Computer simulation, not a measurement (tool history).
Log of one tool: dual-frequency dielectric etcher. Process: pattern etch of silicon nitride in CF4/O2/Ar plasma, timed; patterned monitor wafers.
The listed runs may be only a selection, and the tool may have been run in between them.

run,hour,source power (W),bias power (W),Ar flow (sccm),CF4 flow (sccm),etch time (s),mean etch depth across the wafer (nm)
1,0,590,48,74,130,18.5,47.407
2,2.8,590,44,74,130,18.5,45.957
3,9,590,44,79,130,18.5,46.004
4,12.1,590,49,79,130,18.5,47.35
5,17.8,640,49,79,130,18.5,50.76
6,19.8,640,49,79,130,18.5,50.781
7,26.6,680,49,79,130,18.5,53.635
8,32.2,710,49,79,130,18.5,55.561
9,33.7,730,49,79,130,18.5,57.259
10,42,750,49,79,130,18.5,58.684
11,43.7,760,49,79,130,18.5,59.491

Expected results for the next run?
12,52.7,770,49,79,130,18.5,?

For run 12 the tool returned mean etch depth across the wafer (nm) 59.822.
